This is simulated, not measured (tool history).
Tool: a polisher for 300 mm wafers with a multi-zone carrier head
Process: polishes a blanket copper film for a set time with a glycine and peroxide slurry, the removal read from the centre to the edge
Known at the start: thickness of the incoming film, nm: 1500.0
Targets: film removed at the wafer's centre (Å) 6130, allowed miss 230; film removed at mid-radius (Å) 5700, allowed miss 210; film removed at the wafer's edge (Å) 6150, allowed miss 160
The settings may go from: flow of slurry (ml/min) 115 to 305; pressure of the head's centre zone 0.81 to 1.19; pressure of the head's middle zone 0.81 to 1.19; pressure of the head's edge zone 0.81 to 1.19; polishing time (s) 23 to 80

run  hour  flow of slurry (ml/min)  pressure of the head's centre zone  pressure of the head's middle zone  pressure of the head's edge zone  polishing time (s)  film removed at the wafer's centre (Å)  film removed at mid-radius (Å)  film removed at the wafer's edge (Å)
  1     0                      195                                   1                                   1                                 1                  51                                  3992.2                          3898.2                                4110.1
  2   4.5                      195                                1.08                                   1                                 1                  51                                    4375                          3906.8                                4133.4
  3  13.5                      195                                1.08                                   1                                 1                  44                                  3771.7                          3376.2                                3532.4
  4  15.8                      195                                1.08                                   1                                 1                  33                                  2823.4                          2526.8                                2646.3
  5  20.4                      195                                1.08                                1.04                                 1                  33                                  2791.9                          2600.2                                2709.6
  6  22.6                      165                                1.08                                1.04                                 1                  33                                  2692.4                          2522.5                                2602.2
  7  27.4                      190                                1.09                                1.06                              1.04                  39                                  3335.4                          3063.8                                3146.7
  8  28.6                      245                                1.02                                1.08                              1.14                  53                                    4477                            4496                                4653.2
  9  33.5                      250                                1.03                                1.07                              1.15                  56                                  4785.3                          4691.4                                4952.9
 10  38.5                      255                                1.04                                1.07                              1.16                  58                                  4992.4                          4891.6                                5163.9
 11  43.6                      260                                1.05                                1.07                              1.17                  60                                    5086                          5184.3                                5410.9
 12    46                      265                                1.08                                1.04                              1.15                  62                                  5498.2                          5069.3                                  5565
 13    52                      270                                1.09                                1.05                              1.16                  63                                  5737.5                          5334.3                                5569.3

Which of these 4 next moves meets every target?
  A    58                      265                                1.09                                1.15                              1.16                  58                                       ?                               ?                                     ?
  B    58                      260                                1.05                                0.83                              1.19                  73                                       ?                               ?                                     ?
  C    58                      215                                1.08                                1.05                              1.15                  71                                       ?                               ?                                     ?
  D    58                      280                                1.05                                 1.1                              1.12                  65                                       ?                               ?                                     ?

move  film removed at the wafer's centre (Å)  film removed at mid-radius (Å)  film removed at the wafer's edge (Å)
   A                                  5276.4                          5254.6                                5203.3
   B                                  6365.6                          5017.4                                6654.2
   C                                  6205.9                          5791.9                                6221.8
   D                                  5731.3                          5704.5                                5757.5
A: further off than the last run
B: takes the result that was furthest off past its target
C: meets every target
D: nearer than the last run, and not there yet
The right move is C.
